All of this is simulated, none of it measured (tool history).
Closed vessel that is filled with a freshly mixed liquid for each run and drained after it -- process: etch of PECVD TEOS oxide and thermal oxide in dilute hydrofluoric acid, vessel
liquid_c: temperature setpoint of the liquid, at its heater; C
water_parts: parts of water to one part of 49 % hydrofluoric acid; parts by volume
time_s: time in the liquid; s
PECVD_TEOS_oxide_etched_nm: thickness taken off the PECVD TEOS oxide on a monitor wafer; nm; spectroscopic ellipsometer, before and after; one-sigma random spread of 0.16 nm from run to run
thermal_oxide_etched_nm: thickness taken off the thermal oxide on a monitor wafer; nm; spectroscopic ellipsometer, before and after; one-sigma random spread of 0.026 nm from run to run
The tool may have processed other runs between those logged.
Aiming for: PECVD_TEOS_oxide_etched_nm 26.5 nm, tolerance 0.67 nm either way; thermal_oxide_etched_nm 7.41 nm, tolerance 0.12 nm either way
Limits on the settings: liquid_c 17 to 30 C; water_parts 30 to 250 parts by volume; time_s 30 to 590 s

run 1 hour=0 | liquid_c=22 water_parts=140 time_s=300 | PECVD_TEOS_oxide_etched_nm=29.826 thermal_oxide_etched_nm=8.3815
run 2 hour=5.7 | liquid_c=21.5 water_parts=140 time_s=300 | PECVD_TEOS_oxide_etched_nm=29.324 thermal_oxide_etched_nm=8.1534
run 3 hour=9.8 | liquid_c=24.5 water_parts=140 time_s=300 | PECVD_TEOS_oxide_etched_nm=33.19 thermal_oxide_etched_nm=9.1622
run 4 hour=12.9 | liquid_c=27.5 water_parts=140 time_s=300 | PECVD_TEOS_oxide_etched_nm=37.048 thermal_oxide_etched_nm=10.309
run 5 hour=21.6 | liquid_c=27.5 water_parts=160 time_s=300 | PECVD_TEOS_oxide_etched_nm=31.7 thermal_oxide_etched_nm=8.7641
run 6 hour=24.5 | liquid_c=27 water_parts=160 time_s=300 | PECVD_TEOS_oxide_etched_nm=30.817 thermal_oxide_etched_nm=8.6077
run 7 hour=33.3 | liquid_c=26.5 water_parts=160 time_s=300 | PECVD_TEOS_oxide_etched_nm=30.333 thermal_oxide_etched_nm=8.4829
run 8 hour=35.6 | liquid_c=26 water_parts=160 time_s=300 | PECVD_TEOS_oxide_etched_nm=29.77 thermal_oxide_etched_nm=8.3425
run 9 hour=40.1 | liquid_c=22.5 water_parts=160 time_s=300 | PECVD_TEOS_oxide_etched_nm=26.005 thermal_oxide_etched_nm=7.2917

Exactly one of the 4 candidate moves below puts every result within its allowed miss. Which one?
run A hour=44.6 | liquid_c=22 water_parts=170 time_s=325 | PECVD_TEOS_oxide_etched_nm=? thermal_oxide_etched_nm=?
run B hour=44.6 | liquid_c=23.5 water_parts=250 time_s=485 | PECVD_TEOS_oxide_etched_nm=? thermal_oxide_etched_nm=?
run C hour=44.6 | liquid_c=25 water_parts=185 time_s=330 | PECVD_TEOS_oxide_etched_nm=? thermal_oxide_etched_nm=?
run D hour=44.6 | liquid_c=17 water_parts=150 time_s=340 | PECVD_TEOS_oxide_etched_nm=? thermal_oxide_etched_nm=?

move=A PECVD_TEOS_oxide_etched_nm=25.828 thermal_oxide_etched_nm=7.1815
move=B PECVD_TEOS_oxide_etched_nm=25.513 thermal_oxide_etched_nm=7.094
move=C PECVD_TEOS_oxide_etched_nm=26.547 thermal_oxide_etched_nm=7.3817
move=D PECVD_TEOS_oxide_etched_nm=25.618 thermal_oxide_etched_nm=7.1232
A: its largest miss is bigger than the last run's
B: its largest miss is bigger than the last run's
C: in spec on every target
D: its largest miss is bigger than the last run's
The move that meets every target is C.

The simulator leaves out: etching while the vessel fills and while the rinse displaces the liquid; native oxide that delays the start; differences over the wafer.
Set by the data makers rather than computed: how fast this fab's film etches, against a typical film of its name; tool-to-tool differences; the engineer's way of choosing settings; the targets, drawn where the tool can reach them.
